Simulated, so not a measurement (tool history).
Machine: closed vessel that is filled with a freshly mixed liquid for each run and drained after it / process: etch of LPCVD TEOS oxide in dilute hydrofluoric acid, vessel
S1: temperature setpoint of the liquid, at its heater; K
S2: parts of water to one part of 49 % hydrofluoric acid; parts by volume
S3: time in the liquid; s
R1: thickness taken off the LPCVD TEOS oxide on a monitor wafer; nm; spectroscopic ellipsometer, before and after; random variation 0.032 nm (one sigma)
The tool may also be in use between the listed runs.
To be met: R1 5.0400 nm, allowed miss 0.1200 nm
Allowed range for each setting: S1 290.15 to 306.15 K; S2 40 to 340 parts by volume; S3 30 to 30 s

run 1 hour=0.0 | S1=298.15 S2=190 S3=30 | R1=6.0140
run 2 hour=7.2 | S1=297.65 S2=190 S3=30 | R1=5.8074
run 3 hour=15.9 | S1=297.65 S2=125 S3=30 | R1=9.5229
run 4 hour=22.1 | S1=300.15 S2=125 S3=30 | R1=10.4560
run 5 hour=30.6 | S1=298.65 S2=135 S3=30 | R1=9.1319
-- hour=36.0 thermometer replaced
run 6 hour=36.0 | S1=297.15 S2=140 S3=30 | R1=8.6599
run 7 hour=43.1 | S1=296.15 S2=150 S3=30 | R1=7.8020
run 8 hour=52.4 | S1=295.15 S2=155 S3=30 | R1=7.1467
run 9 hour=56.7 | S1=294.65 S2=160 S3=30 | R1=6.7841
run 10 hour=57.5 | S1=294.15 S2=165 S3=30 | R1=6.3648
run 11 hour=63.9 | S1=293.65 S2=165 S3=30 | R1=6.3279
run 12 hour=70.4 | S1=293.15 S2=170 S3=30 | R1=5.9244
run 13 hour=78.1 | S1=292.65 S2=170 S3=30 | R1=5.8446

Below are 5 possible settings for the next run. Only one of them brings all results inside the allowed miss of their targets. Which is it?
run A hour=85.8 | S1=294.65 S2=215 S3=30 | R1=?
run B hour=85.8 | S1=291.65 S2=185 S3=30 | R1=?
run C hour=85.8 | S1=292.15 S2=200 S3=30 | R1=?
run D hour=85.8 | S1=290.15 S2=185 S3=30 | R1=?
run E hour=85.8 | S1=293.65 S2=165 S3=30 | R1=?

move=A R1=4.7635
move=B R1=5.0778
move=C R1=4.7216
move=D R1=4.7829
move=E R1=6.2843
A: pushes the last run's worst result past its target
B: meets every target
C: pushes the last run's worst result past its target
D: pushes the last run's worst result past its target
E: the biggest miss grows against the last run
So the answer is move B, the one that meets all the targets.
